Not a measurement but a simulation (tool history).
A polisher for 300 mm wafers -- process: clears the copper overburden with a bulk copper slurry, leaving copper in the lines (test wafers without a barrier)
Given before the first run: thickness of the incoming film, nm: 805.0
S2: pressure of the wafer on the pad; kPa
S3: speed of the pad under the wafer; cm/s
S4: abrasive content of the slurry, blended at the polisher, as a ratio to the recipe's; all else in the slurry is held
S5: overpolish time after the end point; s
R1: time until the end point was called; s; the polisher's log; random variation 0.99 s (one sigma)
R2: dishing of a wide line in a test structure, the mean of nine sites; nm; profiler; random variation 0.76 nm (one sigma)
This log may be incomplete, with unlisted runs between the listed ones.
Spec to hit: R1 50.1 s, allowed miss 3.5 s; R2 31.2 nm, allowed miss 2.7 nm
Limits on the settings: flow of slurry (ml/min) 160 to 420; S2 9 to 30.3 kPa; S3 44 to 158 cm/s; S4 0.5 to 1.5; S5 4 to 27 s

{"run": 1, "hour": 0.0, "flow of slurry (ml/min)": 270, "S2": 19.3, "S3": 100, "S4": 1, "S5": 14, "R1": 85.131, "R2": 33.489}
{"run": 2, "hour": 1.5, "flow of slurry (ml/min)": 270, "S2": 15.2, "S3": 100, "S4": 1, "S5": 14, "R1": 105.34, "R2": 30.857}
{"run": 3, "hour": 5.2, "flow of slurry (ml/min)": 270, "S2": 15.9, "S3": 110, "S4": 1, "S5": 12, "R1": 93.026, "R2": 31.437}
{"run": 4, "hour": 11.8, "flow of slurry (ml/min)": 210, "S2": 15.9, "S3": 110, "S4": 1, "S5": 12, "R1": 94.37, "R2": 31.095}
{"run": 5, "hour": 13.2, "flow of slurry (ml/min)": 200, "S2": 17.2, "S3": 118, "S4": 1, "S5": 10, "R1": 82.096, "R2": 30.532}
{"run": 6, "hour": 17.7, "flow of slurry (ml/min)": 200, "S2": 18.6, "S3": 120, "S4": 1, "S5": 9, "R1": 74.262, "R2": 29.377}
{"run": 7, "hour": 20.1, "flow of slurry (ml/min)": 200, "S2": 20, "S3": 122, "S4": 1, "S5": 9, "R1": 69.197, "R2": 31.279}
{"run": 8, "hour": 21.9, "flow of slurry (ml/min)": 220, "S2": 20, "S3": 150, "S4": 1.1, "S5": 4, "R1": 54.478, "R2": 27.073}

Pick the move, out of 5, that brings all results within their allowed miss; only one does.
{"run": "A", "hour": 23.7, "flow of slurry (ml/min)": 165, "S2": 22.1, "S3": 122, "S4": 1.05, "S5": 11, "R1": "?", "R2": "?"}
{"run": "B", "hour": 23.7, "flow of slurry (ml/min)": 290, "S2": 20.7, "S3": 126, "S4": 1.1, "S5": 8, "R1": "?", "R2": "?"}
{"run": "C", "hour": 23.7, "flow of slurry (ml/min)": 200, "S2": 23.4, "S3": 122, "S4": 0.9, "S5": 17, "R1": "?", "R2": "?"}
{"run": "D", "hour": 23.7, "flow of slurry (ml/min)": 255, "S2": 18.6, "S3": 136, "S4": 1.1, "S5": 8, "R1": "?", "R2": "?"}
{"run": "E", "hour": 23.7, "flow of slurry (ml/min)": 225, "S2": 22.1, "S3": 154, "S4": 0.9, "S5": 6, "R1": "?", "R2": "?"}

move=A R1=62.692 R2=34.066
move=B R1=60.988 R2=32.412
move=C R1=59.228 R2=35.178
move=D R1=63.357 R2=32.001
move=E R1=49.483 R2=31.914
A: pushes the last run's worst result past its target
B: brings the result that was furthest off to its target, and leaves another outside
C: pushes the last run's worst result past its target
D: brings the result that was furthest off to its target, and leaves another outside
E: every result lands within tolerance
So the answer is move E, the one that meets all the targets.
